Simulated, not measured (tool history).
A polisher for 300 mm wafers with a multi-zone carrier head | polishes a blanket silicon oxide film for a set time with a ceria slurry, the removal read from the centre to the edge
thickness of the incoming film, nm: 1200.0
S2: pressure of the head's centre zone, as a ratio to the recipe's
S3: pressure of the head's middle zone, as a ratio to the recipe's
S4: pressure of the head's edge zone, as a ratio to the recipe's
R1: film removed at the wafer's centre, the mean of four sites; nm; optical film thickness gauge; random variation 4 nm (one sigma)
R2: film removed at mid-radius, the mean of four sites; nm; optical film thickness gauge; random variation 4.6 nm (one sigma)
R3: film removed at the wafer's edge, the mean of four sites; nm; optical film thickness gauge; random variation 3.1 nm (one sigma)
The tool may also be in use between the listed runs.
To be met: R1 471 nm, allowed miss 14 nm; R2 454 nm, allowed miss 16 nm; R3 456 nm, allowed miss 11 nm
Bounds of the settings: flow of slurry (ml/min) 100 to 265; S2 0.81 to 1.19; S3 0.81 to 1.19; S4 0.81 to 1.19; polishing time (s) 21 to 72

Run 1, hour 0: flow of slurry (ml/min) 170, S2 1, S3 1, S4 1, polishing time (s) 46. Result: R1 351.14 nm, R2 353.37 nm, R3 361.23 nm.
Run 2, hour 2.6: flow of slurry (ml/min) 180, S2 1.02, S3 1.01, S4 1.02, polishing time (s) 47. Result: R1 371.97 nm, R2 365.05 nm, R3 376.12 nm.
Run 3, hour 3.5: flow of slurry (ml/min) 180, S2 0.97, S3 1.01, S4 1.02, polishing time (s) 47. Result: R1 347.51 nm, R2 366.66 nm, R3 373.68 nm.
Run 4, hour 9.9: flow of slurry (ml/min) 180, S2 0.97, S3 1.07, S4 1.02, polishing time (s) 47. Result: R1 356.45 nm, R2 379.95 nm, R3 374.6 nm.
Run 5, hour 11: flow of slurry (ml/min) 180, S2 1.04, S3 1.07, S4 1.02, polishing time (s) 47. Result: R1 374.62 nm, R2 383.08 nm, R3 375.82 nm.
Run 6, hour 17.2: flow of slurry (ml/min) 190, S2 1.06, S3 1.08, S4 1.04, polishing time (s) 48. Result: R1 392.49 nm, R2 397.89 nm, R3 385.18 nm.
Run 7, hour 23.7: flow of slurry (ml/min) 195, S2 1.07, S3 1.08, S4 1.06, polishing time (s) 49. Result: R1 405.2 nm, R2 408.45 nm, R3 397.59 nm.
Run 8, hour 28.3: flow of slurry (ml/min) 195, S2 1.07, S3 1.08, S4 1.06, polishing time (s) 49. Result: R1 404.91 nm, R2 411.41 nm, R3 398.58 nm.
Run 9, hour 30.7: flow of slurry (ml/min) 200, S2 1.08, S3 1.07, S4 1.08, polishing time (s) 50. Result: R1 424.58 nm, R2 412.4 nm, R3 413.87 nm.
Run 10, hour 32.3: flow of slurry (ml/min) 205, S2 1.08, S3 1.08, S4 1.09, polishing time (s) 50. Result: R1 416.57 nm, R2 416.56 nm, R3 409.14 nm.
Run 11, hour 38.2: flow of slurry (ml/min) 205, S2 1.08, S3 1.08, S4 1.09, polishing time (s) 50. Result: R1 419.1 nm, R2 420.46 nm, R3 418.93 nm.

Which of these 5 next moves meets every target?
Run A, hour 44.1: flow of slurry (ml/min) 200, S2 1.08, S3 1.02, S4 1.04, polishing time (s) 54. Result: R1 ?, R2 ?, R3 ?.
Run B, hour 44.1: flow of slurry (ml/min) 190, S2 1.19, S3 1.1, S4 1.05, polishing time (s) 48. Result: R1 ?, R2 ?, R3 ?.
Run C, hour 44.1: flow of slurry (ml/min) 205, S2 1.18, S3 1, S4 1.14, polishing time (s) 54. Result: R1 ?, R2 ?, R3 ?.
Run D, hour 44.1: flow of slurry (ml/min) 220, S2 0.86, S3 1.14, S4 1.19, polishing time (s) 52. Result: R1 ?, R2 ?, R3 ?.
Run E, hour 44.1: flow of slurry (ml/min) 205, S2 1.08, S3 1.05, S4 1.06, polishing time (s) 55. Result: R1 ?, R2 ?, R3 ?.

move      R1      R2      R3
   A  457.28  426.77  437.97
   B  440.86  397.41  388.46
   C  498.66  422.07  460.08
   D  363.48  453.08  455.87
   E  467.89  445.68  451.41
A: brings the result that was furthest off to its target, and leaves another outside
B: further off than the last run
C: takes the result that was furthest off past its target
D: further off than the last run
E: meets every target
Move E is the one to make.

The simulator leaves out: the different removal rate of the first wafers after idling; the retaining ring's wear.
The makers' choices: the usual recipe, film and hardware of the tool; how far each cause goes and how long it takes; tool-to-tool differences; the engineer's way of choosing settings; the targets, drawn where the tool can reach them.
